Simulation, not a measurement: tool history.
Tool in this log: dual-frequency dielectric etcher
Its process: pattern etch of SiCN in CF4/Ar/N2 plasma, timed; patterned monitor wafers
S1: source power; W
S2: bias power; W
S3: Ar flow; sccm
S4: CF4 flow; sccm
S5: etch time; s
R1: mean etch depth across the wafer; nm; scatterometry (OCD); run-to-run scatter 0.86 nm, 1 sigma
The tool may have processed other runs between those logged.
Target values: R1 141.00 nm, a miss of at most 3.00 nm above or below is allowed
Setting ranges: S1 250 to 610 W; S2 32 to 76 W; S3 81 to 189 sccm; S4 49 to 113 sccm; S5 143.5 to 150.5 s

| run | day | S1 | S2 | S3 | S4 | S5 | R1 |
|---|---|---|---|---|---|---|---|
| 1 | 0.000 | 430 | 54 | 135 | 81 | 143.5 | 109.34 |
| 2 | 0.058 | 430 | 54 | 135 | 72 | 143.5 | 106.22 |
| 3 | 0.238 | 450 | 54 | 135 | 72 | 143.5 | 112.52 |
| 4 | 0.583 | 460 | 54 | 135 | 72 | 143.5 | 115.94 |
| 5 | 0.754 | 470 | 54 | 135 | 72 | 143.5 | 116.20 |
| 6 | 0.808 | 480 | 54 | 135 | 72 | 143.5 | 119.22 |
| 7 | 0.988 | 490 | 54 | 135 | 72 | 143.5 | 122.02 |
| 8 | 1.262 | 490 | 54 | 135 | 72 | 143.5 | 121.46 |
| 9 | 1.312 | 500 | 54 | 135 | 72 | 143.5 | 124.32 |
| 10 | 1.621 | 510 | 54 | 135 | 72 | 143.5 | 127.40 |

Of the 4 settings listed for the next run, only one would bring every result within its allowed miss of target. Which one?
| A | 1.929 | 490 | 60 | 145 | 77 | 150.5 | ? |
| B | 1.929 | 530 | 60 | 130 | 73 | 145.5 | ? |
| C | 1.929 | 500 | 62 | 152 | 79 | 143.5 | ? |
| D | 1.929 | 510 | 58 | 109 | 89 | 149.0 | ? |

| move | R1 |
|---|---|
| A | 134.67 |
| B | 141.51 |
| C | 132.76 |
| D | 146.41 |
A: moves toward the targets from the last run without getting all of them in spec
B: hits every target within its allowed miss
C: moves toward the targets from the last run without getting all of them in spec
D: takes the result that was furthest off past its target
B meets every target.
